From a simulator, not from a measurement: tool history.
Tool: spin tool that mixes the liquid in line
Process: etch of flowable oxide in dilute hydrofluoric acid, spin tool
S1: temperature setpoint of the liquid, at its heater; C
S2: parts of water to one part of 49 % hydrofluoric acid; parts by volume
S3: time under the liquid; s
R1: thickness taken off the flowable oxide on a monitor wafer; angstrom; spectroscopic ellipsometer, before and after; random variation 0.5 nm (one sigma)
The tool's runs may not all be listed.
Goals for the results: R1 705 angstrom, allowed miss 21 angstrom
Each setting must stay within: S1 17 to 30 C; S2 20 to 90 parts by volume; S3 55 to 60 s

Run 1, hour 0: S1 22 C, S2 50 parts by volume, S3 55 s. Result: R1 409.88 angstrom.
Run 2, hour 3.2: S1 19.5 C, S2 50 parts by volume, S3 55 s. Result: R1 366.8 angstrom.
Run 3, hour 7.7: S1 19.5 C, S2 45 parts by volume, S3 55 s. Result: R1 414.25 angstrom.
Run 4, hour 12.3: S1 22 C, S2 45 parts by volume, S3 55 s. Result: R1 466.81 angstrom.
Run 5, hour 13.1: S1 19.5 C, S2 45 parts by volume, S3 55 s. Result: R1 416.51 angstrom.
Run 6, hour 19.1: S1 22 C, S2 45 parts by volume, S3 55 s. Result: R1 460.38 angstrom.
Run 7, hour 19.6: S1 24 C, S2 45 parts by volume, S3 55 s. Result: R1 505.85 angstrom.
Run 8, hour 24.6: S1 25.5 C, S2 45 parts by volume, S3 55 s. Result: R1 529.19 angstrom.
Run 9, hour 28.4: S1 26.5 C, S2 45 parts by volume, S3 55 s. Result: R1 558.1 angstrom.
Run 10, hour 29.5: S1 27.5 C, S2 45 parts by volume, S3 55 s. Result: R1 573.46 angstrom.

4 candidate next runs follow, results not yet known. Just one meets every target within its allowed miss. Identify it.
Run A, hour 30.6: S1 26.5 C, S2 35 parts by volume, S3 60 s. Result: R1 ?.
Run B, hour 30.6: S1 28 C, S2 50 parts by volume, S3 55 s. Result: R1 ?.
Run C, hour 30.6: S1 30 C, S2 45 parts by volume, S3 60 s. Result: R1 ?.
Run D, hour 30.6: S1 28 C, S2 55 parts by volume, S3 55 s. Result: R1 ?.

move      R1
   A  795.09
   B  530.37
   C  701.18
   D  478.65
A: takes the biggest miss from the last run beyond its target
B: the biggest miss grows against the last run
C: in spec on every target
D: the biggest miss grows against the last run
The move that meets every target is C.
